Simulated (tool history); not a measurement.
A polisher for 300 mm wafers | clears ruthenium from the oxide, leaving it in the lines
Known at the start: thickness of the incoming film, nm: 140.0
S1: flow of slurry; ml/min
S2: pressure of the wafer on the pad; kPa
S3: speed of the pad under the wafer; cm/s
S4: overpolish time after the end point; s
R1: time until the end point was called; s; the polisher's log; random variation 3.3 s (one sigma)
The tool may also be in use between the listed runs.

run  hour   S1    S2   S3  S4       R1
  1   0.0  305  13.8  124  41   82.969
  2   7.1  305  12.4  118  41   98.382
  3  11.3  305  11.7  114  41  105.190
  4  12.6  230  11.7  114  41  108.160
  5  18.6  230  11.7  132  41   98.302
  6  24.4  225  11.0  126  41  107.650
  7  32.7  225  10.3  122  41  121.060

Run 8 comes next. What will it give?
  8  34.5  225  9.7  120  41   ?

R1: 130.040 s
